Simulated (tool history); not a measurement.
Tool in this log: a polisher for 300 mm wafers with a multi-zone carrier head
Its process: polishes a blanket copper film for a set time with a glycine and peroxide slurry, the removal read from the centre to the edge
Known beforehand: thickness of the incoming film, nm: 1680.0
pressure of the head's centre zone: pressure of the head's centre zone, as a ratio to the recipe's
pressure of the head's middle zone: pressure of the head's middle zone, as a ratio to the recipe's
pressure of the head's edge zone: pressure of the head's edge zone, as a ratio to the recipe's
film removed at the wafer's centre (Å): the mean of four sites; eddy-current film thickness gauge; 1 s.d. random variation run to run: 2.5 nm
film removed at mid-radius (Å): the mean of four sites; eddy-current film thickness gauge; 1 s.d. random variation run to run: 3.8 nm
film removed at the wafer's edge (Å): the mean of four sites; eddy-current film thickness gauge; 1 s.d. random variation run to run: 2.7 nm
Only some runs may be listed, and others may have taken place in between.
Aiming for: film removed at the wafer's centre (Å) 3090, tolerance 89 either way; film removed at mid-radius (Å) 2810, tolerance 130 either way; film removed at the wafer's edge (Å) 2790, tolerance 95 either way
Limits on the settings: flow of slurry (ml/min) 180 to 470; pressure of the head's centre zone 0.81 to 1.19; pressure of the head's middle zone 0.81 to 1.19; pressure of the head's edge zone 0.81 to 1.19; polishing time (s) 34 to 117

| run | hour | flow of slurry (ml/min) | pressure of the head's centre zone | pressure of the head's middle zone | pressure of the head's edge zone | polishing time (s) | film removed at the wafer's centre (Å) | film removed at mid-radius (Å) | film removed at the wafer's edge (Å) |
|---|---|---|---|---|---|---|---|---|---|
| 1 | 0 | 300 | 1 | 1 | 1 | 75 | 3074.3 | 3052.6 | 3182.5 |
| 2 | 8.4 | 300 | 0.94 | 1 | 1 | 75 | 2885 | 3045.6 | 3180.1 |
| 3 | 11.7 | 300 | 0.97 | 0.99 | 0.96 | 74 | 2893.2 | 2963.9 | 3056.4 |
| 4 | 16.1 | 370 | 0.97 | 0.99 | 0.96 | 74 | 2974.7 | 3059.2 | 3091.8 |
| 5 | 18.4 | 370 | 0.92 | 0.99 | 0.96 | 74 | 2925.5 | 3021.2 | 3099.8 |
| 6 | 22.2 | 370 | 0.85 | 0.99 | 0.96 | 74 | 2694 | 3043.1 | 3116.1 |
| 7 | 29.8 | 390 | 0.89 | 0.98 | 0.93 | 73 | 2742.6 | 3050 | 3025.7 |
| 8 | 34.3 | 400 | 0.94 | 0.96 | 0.92 | 72 | 2854.6 | 2935.1 | 2960.6 |
| 9 | 42.2 | 410 | 0.97 | 0.95 | 0.9 | 72 | 2946 | 2948.7 | 2930.3 |
| 10 | 48.3 | 415 | 0.99 | 0.94 | 0.89 | 72 | 3031.6 | 2811.9 | 2936 |

Next run, 4 choices. One meets every target within its allowed miss, the rest don't. Which?
| A | 54.4 | 390 | 1.04 | 0.93 | 0.83 | 71 | ? | ? | ? |
| B | 54.4 | 440 | 0.98 | 0.85 | 1.05 | 75 | ? | ? | ? |
| C | 54.4 | 395 | 0.93 | 0.87 | 0.9 | 76 | ? | ? | ? |
| D | 54.4 | 375 | 0.97 | 0.82 | 0.95 | 76 | ? | ? | ? |

| move | film removed at the wafer's centre (Å) | film removed at mid-radius (Å) | film removed at the wafer's edge (Å) |
|---|---|---|---|
| A | 3117.5 | 2778.5 | 2841 |
| B | 3170.6 | 2757.8 | 3384.7 |
| C | 3037 | 2819 | 3159.8 |
| D | 3126.5 | 2669.4 | 3228.2 |
A: meets every target
B: the biggest miss grows against the last run
C: the biggest miss grows against the last run
D: the biggest miss grows against the last run
Move A is the one to make.

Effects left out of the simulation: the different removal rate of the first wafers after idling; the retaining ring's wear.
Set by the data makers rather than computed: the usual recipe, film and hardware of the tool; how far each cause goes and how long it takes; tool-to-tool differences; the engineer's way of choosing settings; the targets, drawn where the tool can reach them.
